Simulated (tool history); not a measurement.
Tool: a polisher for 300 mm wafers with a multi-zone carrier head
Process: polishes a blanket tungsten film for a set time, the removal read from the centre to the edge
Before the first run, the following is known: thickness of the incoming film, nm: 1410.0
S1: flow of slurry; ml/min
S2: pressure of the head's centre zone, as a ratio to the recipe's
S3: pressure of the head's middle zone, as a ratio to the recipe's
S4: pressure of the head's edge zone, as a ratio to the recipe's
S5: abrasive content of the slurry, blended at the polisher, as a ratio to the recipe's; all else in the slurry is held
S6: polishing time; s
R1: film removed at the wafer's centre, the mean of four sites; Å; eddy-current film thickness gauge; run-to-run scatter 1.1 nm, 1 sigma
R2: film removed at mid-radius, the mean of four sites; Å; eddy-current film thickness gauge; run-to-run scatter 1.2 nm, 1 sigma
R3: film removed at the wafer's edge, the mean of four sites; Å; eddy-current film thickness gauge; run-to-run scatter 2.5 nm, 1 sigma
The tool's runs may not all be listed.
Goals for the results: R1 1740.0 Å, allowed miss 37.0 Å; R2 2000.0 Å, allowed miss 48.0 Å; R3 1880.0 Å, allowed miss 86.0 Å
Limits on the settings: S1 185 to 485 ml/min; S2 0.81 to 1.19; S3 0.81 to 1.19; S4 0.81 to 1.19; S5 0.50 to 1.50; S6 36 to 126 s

run	hour	S1	S2	S3	S4	S5	S6	R1	R2	R3
1	0.0	310	1.00	1.00	1.00	1.00	81	2814.5	2826.9	2866.1
2	3.3	310	1.00	1.00	1.00	0.85	81	2747.9	2743.5	2718.5
3	8.1	310	1.00	1.06	1.00	0.85	81	2770.4	2900.3	2730.5
4	13.7	310	1.00	1.06	1.00	0.70	81	2667.8	2785.7	2548.0
5	17.7	310	1.00	1.13	1.00	0.70	81	2663.0	2945.9	2594.1
6	19.2	300	0.96	1.09	0.98	0.65	78	2430.8	2703.6	2445.1
7	25.9	300	0.94	1.07	0.95	0.60	75	2220.9	2507.4	2275.5
8	32.5	300	0.92	1.05	0.92	0.60	73	2154.7	2400.7	2164.3
9	40.9	240	0.82	0.97	0.90	0.50	65	1572.3	1906.4	1872.0
10	45.4	330	0.86	0.98	0.87	0.50	64	1694.2	1934.5	1821.1
11	50.4	335	0.86	0.98	0.88	0.50	64	1698.0	1941.3	1862.1
12	59.0	340	0.86	0.99	0.88	0.50	64	1689.8	1956.7	1832.8
13	66.2	340	0.86	0.99	0.89	0.50	64	1705.3	1994.6	1865.6

Pick the move, out of 5, that brings all results within their allowed miss; only one does.
A	73.4	360	0.84	1.03	0.91	0.50	63	?	?	?
B	73.4	340	0.84	1.00	0.91	0.50	64	?	?	?
C	73.4	295	0.89	1.02	0.92	0.60	62	?	?	?
D	73.4	335	0.86	0.90	0.85	0.50	68	?	?	?
E	73.4	290	0.82	0.96	0.81	0.55	66	?	?	?

move	R1	R2	R3
A	1659.9	2017.1	1853.5
B	1677.0	1988.9	1876.8
C	1755.4	1998.9	1869.1
D	1820.8	1932.3	1939.7
E	1689.0	1987.1	1858.1
A: further off than the last run
B: further off than the last run
C: meets every target
D: takes the result that was furthest off past its target
E: further off than the last run
C meets every target.

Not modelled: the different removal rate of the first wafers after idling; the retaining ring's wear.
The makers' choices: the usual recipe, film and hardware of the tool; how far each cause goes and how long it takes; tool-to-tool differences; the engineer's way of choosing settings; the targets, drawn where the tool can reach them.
